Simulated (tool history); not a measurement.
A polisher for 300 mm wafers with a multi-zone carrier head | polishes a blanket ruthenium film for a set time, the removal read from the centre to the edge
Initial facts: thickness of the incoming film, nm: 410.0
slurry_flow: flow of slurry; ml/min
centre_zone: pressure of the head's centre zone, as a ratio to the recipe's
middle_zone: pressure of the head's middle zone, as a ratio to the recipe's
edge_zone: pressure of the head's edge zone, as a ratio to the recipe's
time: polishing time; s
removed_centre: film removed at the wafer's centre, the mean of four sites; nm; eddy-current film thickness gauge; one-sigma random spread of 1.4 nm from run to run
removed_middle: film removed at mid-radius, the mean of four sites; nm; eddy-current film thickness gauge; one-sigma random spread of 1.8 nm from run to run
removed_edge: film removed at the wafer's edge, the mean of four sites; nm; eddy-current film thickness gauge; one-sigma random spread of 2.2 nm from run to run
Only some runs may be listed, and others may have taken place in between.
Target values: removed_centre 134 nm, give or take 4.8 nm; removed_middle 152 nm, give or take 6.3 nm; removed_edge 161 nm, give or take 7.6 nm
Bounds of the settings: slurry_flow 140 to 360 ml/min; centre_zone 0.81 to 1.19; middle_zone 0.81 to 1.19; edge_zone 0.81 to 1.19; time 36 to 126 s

run	hour	slurry_flow	centre_zone	middle_zone	edge_zone	time	removed_centre	removed_middle	removed_edge
1	0	230	1	1	1	81	101.39	103.13	108.37
2	3.9	230	1.07	1	1	81	109.26	106.14	102.85
3	6.6	230	1.06	1.01	1.01	84	112.34	110.11	109.67
4	8.9	230	1.05	1.02	1.02	86	113.56	114.08	114.33
5	17.4	230	1.05	1.03	1.03	88	117.11	118.18	115.62
6	21.4	230	1.05	1.03	0.97	88	118.42	115.02	110.96
7	26.8	235	1.05	1.03	0.99	90	117.03	120.34	117.07
8	30.9	240	1.05	1.03	1	92	122.29	120.09	117.59
9	35.2	240	1.05	1.03	1	92	122.71	121.51	119.91
10	37.7	240	1.04	1.04	1.02	93	122.5	126.48	124.85
11	42	240	1.04	1.04	1.03	94	123.01	125.76	126.33
12	45.2	240	1.04	1.05	1.04	95	125.37	127.55	127.86
13	49.1	240	1.03	1.06	1.05	96	126.62	130.43	129.31
14	51.1	240	1.03	1.06	1.05	96	128.48	128.38	130.44
15	59.7	245	1.01	1.07	1.04	98	128.66	130.49	129.83

Next run, 4 choices. One meets every target within its allowed miss, the rest don't. Which?
A	68.3	270	0.89	0.92	1.11	110	?	?	?
B	68.3	155	0.88	1.19	0.99	126	?	?	?
C	68.3	250	1.11	1.13	1.05	84	?	?	?
D	68.3	330	0.83	0.96	1.03	117	?	?	?

move	removed_centre	removed_middle	removed_edge
A	126.98	139.11	148.69
B	130.38	168.83	150.22
C	116.67	118.19	109.45
D	130.12	154.68	154.73
A: moves toward the targets from the last run without getting all of them in spec
B: moves toward the targets from the last run without getting all of them in spec
C: moves away from the targets compared with the last run
D: each result inside its tolerance
D is the move that brings every result within its allowed miss.

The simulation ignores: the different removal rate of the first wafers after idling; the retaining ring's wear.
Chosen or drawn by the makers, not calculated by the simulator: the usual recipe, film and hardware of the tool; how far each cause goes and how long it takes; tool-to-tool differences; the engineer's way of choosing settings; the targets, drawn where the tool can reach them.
